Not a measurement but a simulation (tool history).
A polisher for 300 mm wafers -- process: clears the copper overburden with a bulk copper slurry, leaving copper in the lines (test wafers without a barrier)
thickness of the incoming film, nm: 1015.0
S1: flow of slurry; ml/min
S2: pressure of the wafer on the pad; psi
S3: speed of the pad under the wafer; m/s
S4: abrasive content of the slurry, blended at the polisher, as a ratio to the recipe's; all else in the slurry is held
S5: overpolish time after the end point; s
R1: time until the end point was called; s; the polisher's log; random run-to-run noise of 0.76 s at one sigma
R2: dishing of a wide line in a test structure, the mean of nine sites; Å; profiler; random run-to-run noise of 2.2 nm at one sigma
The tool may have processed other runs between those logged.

| run | hour | S1 | S2 | S3 | S4 | S5 | R1 | R2 |
|---|---|---|---|---|---|---|---|---|
| 1 | 0.0 | 220 | 2.7 | 1.36 | 1.0 | 12 | 98.193 | 812.57 |
| 2 | 8.4 | 220 | 2.9 | 1.36 | 1.0 | 13 | 91.914 | 892.35 |
| 3 | 15.9 | 220 | 3.0 | 1.36 | 1.0 | 14 | 88.035 | 949.50 |
| 4 | 17.8 | 220 | 3.1 | 1.36 | 1.0 | 15 | 86.155 | 1035.20 |
| 5 | 22.6 | 220 | 3.2 | 1.36 | 1.0 | 15 | 83.921 | 1017.20 |
| 6 | 26.1 | 195 | 3.2 | 1.36 | 1.0 | 15 | 84.483 | 1032.90 |

Run 7 is up next; what results do you expect?
| 7 | 32.8 | 195 | 3.3 | 1.36 | 1.0 | 15 | ? | ? |

{"run 7": {"R1": 82.061, "R2": 1043.3}}
